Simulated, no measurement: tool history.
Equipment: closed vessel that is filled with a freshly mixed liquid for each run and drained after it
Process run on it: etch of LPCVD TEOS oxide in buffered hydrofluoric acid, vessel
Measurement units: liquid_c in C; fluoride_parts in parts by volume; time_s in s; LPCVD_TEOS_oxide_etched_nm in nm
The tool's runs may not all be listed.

run 1 hour=0.0 | liquid_c=24.0 fluoride_parts=9.5 time_s=90 | LPCVD_TEOS_oxide_etched_nm=232.97
run 2 hour=3.3 | liquid_c=23.5 fluoride_parts=9.5 time_s=90 | LPCVD_TEOS_oxide_etched_nm=228.46
run 3 hour=9.1 | liquid_c=23.5 fluoride_parts=11.5 time_s=90 | LPCVD_TEOS_oxide_etched_nm=192.88
run 4 hour=9.8 | liquid_c=23.5 fluoride_parts=9.0 time_s=90 | LPCVD_TEOS_oxide_etched_nm=234.08
run 5 hour=15.9 | liquid_c=26.0 fluoride_parts=9.0 time_s=90 | LPCVD_TEOS_oxide_etched_nm=269.18
run 6 hour=22.2 | liquid_c=25.0 fluoride_parts=9.5 time_s=90 | LPCVD_TEOS_oxide_etched_nm=245.64
run 7 hour=26.0 | liquid_c=21.0 fluoride_parts=12.5 time_s=90 | LPCVD_TEOS_oxide_etched_nm=154.24

Run 8, settings as shown, results not yet in. Your forecast:
run 8 hour=26.8 | liquid_c=20.5 fluoride_parts=12.5 time_s=90 | LPCVD_TEOS_oxide_etched_nm=?

{"run 8": {"LPCVD_TEOS_oxide_etched_nm": 150.7}}
